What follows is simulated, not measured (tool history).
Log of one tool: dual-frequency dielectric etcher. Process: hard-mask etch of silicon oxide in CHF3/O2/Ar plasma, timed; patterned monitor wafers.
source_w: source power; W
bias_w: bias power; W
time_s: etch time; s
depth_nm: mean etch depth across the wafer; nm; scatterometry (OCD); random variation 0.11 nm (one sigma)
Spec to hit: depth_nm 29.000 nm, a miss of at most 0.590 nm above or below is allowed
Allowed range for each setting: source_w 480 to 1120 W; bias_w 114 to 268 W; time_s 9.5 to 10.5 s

run    day  source_w  bias_w  time_s  depth_nm
  1  0.000       800     191    10.5    26.450
  2  0.075       840     193    10.5    27.154
  3  0.438       870     194    10.5    27.603
  4  0.558       890     195    10.5    27.923
  5  0.633       810     195    10.5    26.792
  6  0.833       840     197    10.5    27.446
  7  0.971       860     198    10.5    27.420
  8  1.279       890     200    10.5    28.262
  9  1.358       900     200    10.5    28.098

Of the 4 settings listed for the next run, only one would bring every result within its allowed miss of target. Which one?
  A  1.438       930     190    10.0         ?
  B  1.438       970     197    10.5         ?
  C  1.438       840     198    10.5         ?
  D  1.438       990     173    10.0         ?

move  depth_nm
   A    27.083
   B    29.249
   C    27.434
   D    27.225
A: moves away from the targets compared with the last run
B: in spec on every target
C: moves away from the targets compared with the last run
D: moves away from the targets compared with the last run
Answer: B

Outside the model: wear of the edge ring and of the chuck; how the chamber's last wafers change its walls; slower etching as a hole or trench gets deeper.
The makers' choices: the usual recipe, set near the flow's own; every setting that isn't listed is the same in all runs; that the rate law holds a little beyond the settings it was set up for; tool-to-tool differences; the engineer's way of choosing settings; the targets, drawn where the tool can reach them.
